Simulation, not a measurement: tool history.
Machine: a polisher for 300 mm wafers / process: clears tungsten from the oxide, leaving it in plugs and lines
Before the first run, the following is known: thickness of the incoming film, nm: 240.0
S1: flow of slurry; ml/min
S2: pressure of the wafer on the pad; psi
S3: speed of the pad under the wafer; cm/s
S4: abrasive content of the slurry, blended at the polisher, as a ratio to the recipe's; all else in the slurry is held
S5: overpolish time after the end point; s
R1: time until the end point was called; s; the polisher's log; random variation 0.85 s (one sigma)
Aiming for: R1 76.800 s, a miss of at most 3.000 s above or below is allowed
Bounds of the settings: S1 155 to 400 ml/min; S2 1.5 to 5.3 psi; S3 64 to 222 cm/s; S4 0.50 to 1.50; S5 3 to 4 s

run,hour,S1,S2,S3,S4,S5,R1
1,0.0,255,3.4,142,1.00,4,43.037
2,3.5,255,3.1,142,1.00,4,45.271
3,10.3,255,2.9,138,1.00,4,49.438
4,12.2,255,2.7,136,1.00,4,52.524
5,16.0,255,2.5,134,1.00,4,56.856
6,20.0,255,2.3,134,1.00,4,61.165
7,28.5,255,2.2,134,1.00,4,63.532
8,35.2,255,1.5,132,1.00,4,86.167

Consider the 4 candidate settings below. Which is the only one whose results all fall within their allowed miss of target?
A,41.9,270,2.0,142,0.80,3,?
B,41.9,265,1.6,132,0.80,4,?
C,41.9,275,1.8,130,1.05,4,?
D,41.9,250,1.6,130,1.00,4,?

move,R1
A,68.869
B,86.734
C,75.588
D,84.418
A: pushes the last run's worst result past its target
B: misses by more than the last run did
C: every result lands within tolerance
D: moves toward the targets from the last run without getting all of them in spec
Move C is the one to make.
